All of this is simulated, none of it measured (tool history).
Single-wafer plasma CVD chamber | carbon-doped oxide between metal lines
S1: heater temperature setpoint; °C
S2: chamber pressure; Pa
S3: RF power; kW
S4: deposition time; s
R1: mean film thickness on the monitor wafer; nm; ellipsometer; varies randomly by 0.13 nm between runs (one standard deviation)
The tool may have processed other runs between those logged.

{"run": 1, "hour": 0.0, "S1": 355, "S2": 496, "S3": 0.395, "S4": 12.0, "R1": 49.036}
{"run": 2, "hour": 2.5, "S1": 365, "S2": 496, "S3": 0.395, "S4": 12.0, "R1": 47.848}
{"run": 3, "hour": 7.7, "S1": 365, "S2": 496, "S3": 0.45, "S4": 12.0, "R1": 53.802}
{"run": 4, "hour": 13.3, "S1": 367, "S2": 473, "S3": 0.42, "S4": 12.0, "R1": 50.232}
{"run": 5, "hour": 16.0, "S1": 367, "S2": 473, "S3": 0.42, "S4": 12.0, "R1": 50.355}
{"run": 6, "hour": 24.5, "S1": 368, "S2": 469, "S3": 0.395, "S4": 12.0, "R1": 47.3}
{"run": 7, "hour": 32.5, "S1": 375, "S2": 381, "S3": 0.35, "S4": 12.0, "R1": 40.324}

Forecast run 8:
{"run": 8, "hour": 41.0, "S1": 373, "S2": 391, "S3": 0.35, "S4": 12.0, "R1": "?"}

{"run 8": {"R1": 40.549}}

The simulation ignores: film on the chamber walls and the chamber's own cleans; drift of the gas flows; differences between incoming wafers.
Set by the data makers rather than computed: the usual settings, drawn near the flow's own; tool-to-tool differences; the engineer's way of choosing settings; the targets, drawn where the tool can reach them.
